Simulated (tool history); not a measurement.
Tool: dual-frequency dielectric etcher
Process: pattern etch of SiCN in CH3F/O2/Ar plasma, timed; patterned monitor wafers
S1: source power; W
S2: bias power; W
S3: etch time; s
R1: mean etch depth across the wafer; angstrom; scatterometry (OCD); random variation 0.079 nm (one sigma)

| run | day | S1 | S2 | S3 | R1 |
|---|---|---|---|---|---|
| 1 | 0.000 | 440 | 78 | 36 | 152.00 |
| 2 | 0.225 | 390 | 78 | 36 | 148.63 |
| 3 | 0.592 | 390 | 78 | 33 | 135.03 |
| 4 | 0.825 | 340 | 78 | 33 | 129.74 |
| 5 | 0.850 | 340 | 78 | 33 | 128.70 |
| 6 | 0.979 | 340 | 78 | 36 | 139.60 |

Forecast run 7:
| 7 | 1.175 | 430 | 85 | 36 | ? |

Run 7 gave R1 158.12 angstrom.
